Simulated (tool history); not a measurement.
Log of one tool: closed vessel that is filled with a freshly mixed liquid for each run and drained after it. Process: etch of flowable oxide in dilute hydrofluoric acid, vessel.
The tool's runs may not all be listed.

run	hour	temperature setpoint of the liquid (C)	parts of water to one part of 49 % hydrofluoric acid (parts by volume)	time in the liquid (s)	thickness taken off the flowable oxide on a monitor wafer (angstrom)
1	0	22	225	30	35.034
2	1.8	23	220	30	37.198
3	2.8	24	215	30	40.039
4	9.2	24.5	215	30	40.712
5	15.7	25	215	30	41.098
6	22.5	25	215	30	41.058
# hour 30.1: thermometer replaced
7	30.1	25.5	210	30	46.646

Forecast run 8:
8	39.2	26	210	30	?

Run 8 gave thickness taken off the flowable oxide on a monitor wafer (angstrom) 47.788.
